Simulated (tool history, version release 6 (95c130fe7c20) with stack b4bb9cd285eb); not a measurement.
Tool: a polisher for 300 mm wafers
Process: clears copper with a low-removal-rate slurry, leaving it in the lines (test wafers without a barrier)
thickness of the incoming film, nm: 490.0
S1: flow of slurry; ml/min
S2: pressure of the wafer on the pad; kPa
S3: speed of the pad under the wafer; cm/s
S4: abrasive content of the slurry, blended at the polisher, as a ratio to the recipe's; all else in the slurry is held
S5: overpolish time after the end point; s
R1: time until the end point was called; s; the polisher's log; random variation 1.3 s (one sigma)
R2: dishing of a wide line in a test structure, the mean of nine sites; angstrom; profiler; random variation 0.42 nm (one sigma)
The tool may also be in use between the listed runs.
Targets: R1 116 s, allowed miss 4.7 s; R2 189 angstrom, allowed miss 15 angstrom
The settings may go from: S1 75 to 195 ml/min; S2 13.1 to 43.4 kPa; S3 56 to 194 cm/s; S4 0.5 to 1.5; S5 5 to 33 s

run,hour,S1,S2,S3,S4,S5,R1,R2
1,0,125,28.3,124,1,17,101.02,263.92
2,1.7,125,28.3,124,1,21,100.23,275.48
3,7.1,125,25.5,124,1,21,113.54,262.31
4,15.8,125,28.3,124,1,21,104.33,274.93
5,19,120,24.1,132,1,15,111.41,248.71
6,26,120,22.1,138,1,12,118.9,227.81
7,32.7,130,20.7,146,0.95,10,116.69,207.91
8,39.8,140,20.7,148,0.9,5,117.74,140.17
9,42.9,140,20.7,148,0.9,5,116.59,143.73
10,45.9,130,20.7,148,0.9,5,116.02,144.43
11,54.3,130,20,150,0.95,6,117.58,157.32
12,61.4,125,20,150,1,7,118.11,173.29
13,69.6,120,20,150,1,7,119.92,171.69

5 next moves are on the table. One of them brings every result within its allowed miss. Which?
A,77.8,115,20,154,1,8,?,?
B,77.8,130,16.5,178,0.8,6,?,?
C,77.8,125,23.4,154,0.8,7,?,?
D,77.8,130,17.2,156,1.2,8,?,?
E,77.8,135,22.8,144,1,7,?,?

move,R1,R2
A,116.11,193.79
B,122.59,157.44
C,101.9,194.15
D,124.97,185.42
E,106.33,189.55
A: meets every target
B: further off than the last run
C: brings the result that was furthest off to its target, and leaves another outside
D: brings the result that was furthest off to its target, and leaves another outside
E: brings the result that was furthest off to its target, and leaves another outside
The right move is A.

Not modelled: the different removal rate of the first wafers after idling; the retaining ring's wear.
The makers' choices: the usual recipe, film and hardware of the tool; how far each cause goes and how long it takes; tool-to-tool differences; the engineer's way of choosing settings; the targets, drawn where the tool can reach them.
